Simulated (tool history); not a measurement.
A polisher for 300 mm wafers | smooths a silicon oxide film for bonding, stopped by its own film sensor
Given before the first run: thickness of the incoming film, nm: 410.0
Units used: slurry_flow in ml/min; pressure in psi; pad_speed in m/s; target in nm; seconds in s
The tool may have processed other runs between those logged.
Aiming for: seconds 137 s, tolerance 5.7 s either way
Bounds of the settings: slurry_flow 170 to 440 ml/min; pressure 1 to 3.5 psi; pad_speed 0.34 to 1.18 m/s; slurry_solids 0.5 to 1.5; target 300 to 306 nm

run,day,slurry_flow,pressure,pad_speed,slurry_solids,target,seconds
1,0,280,2.2,0.76,1,306,215.05
2,0.092,280,2.3,0.76,1,306,203.83
3,0.446,320,2.3,0.76,1,306,204.05
4,0.517,320,2.3,0.76,1,300,219.23
5,0.671,320,2.3,0.76,1,300,216.11
6,0.704,320,2.4,0.76,1,300,207.04
7,0.808,320,2.5,0.76,1,300,199.21
8,1.108,320,2.6,0.76,1,300,194.52
9,1.462,320,2.7,0.76,1,300,187.08
10,1.575,320,2.8,0.76,1,300,176.82
11,1.908,320,2.9,0.76,1,300,173.56
12,1.938,320,3,0.76,1,300,166.23

Exactly one of the 5 candidate moves below puts every result within its allowed miss. Which one?
A,1.967,405,2.8,0.9,1,305,?
B,1.967,280,2.9,0.84,1,304,?
C,1.967,310,2.8,0.72,0.9,300,?
D,1.967,355,3.2,0.9,1,303,?
E,1.967,305,2.8,0.74,0.75,300,?

move,seconds
A,151.01
B,157.98
C,198.64
D,136.14
E,222.02
A: nearer the targets than the last run, but a result is still out of spec
B: nearer the targets than the last run, but a result is still out of spec
C: moves away from the targets compared with the last run
D: in spec on every target
E: moves away from the targets compared with the last run
The move that meets every target is D.

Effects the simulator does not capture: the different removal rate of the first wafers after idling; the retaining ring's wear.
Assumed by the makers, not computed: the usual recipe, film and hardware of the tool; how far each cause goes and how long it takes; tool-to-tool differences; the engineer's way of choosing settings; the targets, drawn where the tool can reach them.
